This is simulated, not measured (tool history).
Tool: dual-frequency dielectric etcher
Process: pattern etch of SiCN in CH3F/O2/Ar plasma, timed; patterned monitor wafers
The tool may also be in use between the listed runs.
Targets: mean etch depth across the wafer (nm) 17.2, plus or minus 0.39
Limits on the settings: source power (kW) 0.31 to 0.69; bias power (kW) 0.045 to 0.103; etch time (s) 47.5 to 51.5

run	hour	source power (kW)	bias power (kW)	etch time (s)	mean etch depth across the wafer (nm)
1	0	0.5	0.074	51.5	20.718
2	0.7	0.48	0.073	51.5	20.209
3	3	0.47	0.072	51.5	20.05
4	4.9	0.46	0.071	51.5	19.868
5	13.3	0.46	0.065	51.5	18.846
6	17.8	0.45	0.065	51.5	18.58
7	19.4	0.44	0.065	51.5	18.504
8	24.3	0.43	0.065	51.5	18.305
9	31.5	0.42	0.065	51.5	18.072
10	39.7	0.4	0.064	51.5	17.704

Consider the 4 candidate settings below. Which is the only one whose results all fall within their allowed miss of target?
A	47.9	0.41	0.067	51.5	?
B	47.9	0.44	0.058	51.5	?
C	47.9	0.4	0.068	51.5	?
D	47.9	0.36	0.074	50	?

move	mean etch depth across the wafer (nm)
A	18.263
B	17.213
C	18.252
D	17.89
A: misses by more than the last run did
B: every result lands within tolerance
C: misses by more than the last run did
D: misses by more than the last run did
Move B is the one to make.
